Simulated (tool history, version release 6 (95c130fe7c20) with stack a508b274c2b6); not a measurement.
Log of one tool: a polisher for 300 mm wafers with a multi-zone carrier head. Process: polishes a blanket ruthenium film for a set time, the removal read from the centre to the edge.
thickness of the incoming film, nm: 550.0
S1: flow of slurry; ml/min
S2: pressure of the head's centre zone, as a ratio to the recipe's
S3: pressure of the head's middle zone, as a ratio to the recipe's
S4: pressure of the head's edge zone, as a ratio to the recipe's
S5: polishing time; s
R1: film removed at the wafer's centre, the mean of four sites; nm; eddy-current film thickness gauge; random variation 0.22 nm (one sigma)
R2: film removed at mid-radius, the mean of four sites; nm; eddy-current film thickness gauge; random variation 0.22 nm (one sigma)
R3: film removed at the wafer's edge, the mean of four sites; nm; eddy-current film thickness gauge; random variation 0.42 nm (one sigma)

| run | hour | S1 | S2 | S3 | S4 | S5 | R1 | R2 | R3 |
|---|---|---|---|---|---|---|---|---|---|
| 1 | 0.0 | 225 | 1.00 | 1.00 | 1.00 | 36 | 22.636 | 22.916 | 22.997 |
| 2 | 5.8 | 225 | 1.00 | 1.00 | 1.00 | 31 | 19.572 | 19.894 | 19.508 |
| 3 | 14.8 | 225 | 0.99 | 1.01 | 1.02 | 32 | 19.844 | 20.776 | 20.749 |
| 4 | 20.5 | 275 | 0.99 | 1.01 | 1.02 | 32 | 20.545 | 21.632 | 20.535 |
| 5 | 22.1 | 260 | 0.99 | 1.03 | 1.04 | 33 | 20.880 | 22.057 | 22.343 |
|  | 30.3 | slurry nozzle cleaned |
| 6 | 30.3 | 260 | 0.99 | 1.03 | 1.04 | 25 | 16.476 | 17.255 | 16.633 |
| 7 | 32.4 | 265 | 0.99 | 1.05 | 1.06 | 27 | 17.925 | 19.351 | 18.611 |

Run 8 comes next. What will it give?
| 8 | 38.7 | 265 | 1.00 | 1.07 | 1.08 | 28 | ? | ? | ? |

{"run 8": {"R1": 18.486, "R2": 19.971, "R3": 19.421}}
